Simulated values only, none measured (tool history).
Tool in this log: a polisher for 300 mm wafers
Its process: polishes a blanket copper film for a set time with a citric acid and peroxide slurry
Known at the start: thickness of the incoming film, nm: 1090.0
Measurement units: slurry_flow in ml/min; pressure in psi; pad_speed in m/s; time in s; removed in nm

run,hour,slurry_flow,pressure,pad_speed,slurry_solids,time,removed
1,0,270,3.2,1.14,1,52,140.83
2,7.8,270,3.5,1.14,1,52,151.35
3,11.1,210,3.5,1.14,1,52,150.79
4,12.8,235,3.5,1.14,1,52,149.15
5,16.4,235,3.7,1.14,1,52,158.26
6,18,235,3.9,1.14,1,52,164.85
7,22.9,235,4,1.14,1,52,171.78

What will run 8 give?
8,29.9,235,4.1,1.14,1,52,?

For run 8 the tool returned removed 174.73 nm.

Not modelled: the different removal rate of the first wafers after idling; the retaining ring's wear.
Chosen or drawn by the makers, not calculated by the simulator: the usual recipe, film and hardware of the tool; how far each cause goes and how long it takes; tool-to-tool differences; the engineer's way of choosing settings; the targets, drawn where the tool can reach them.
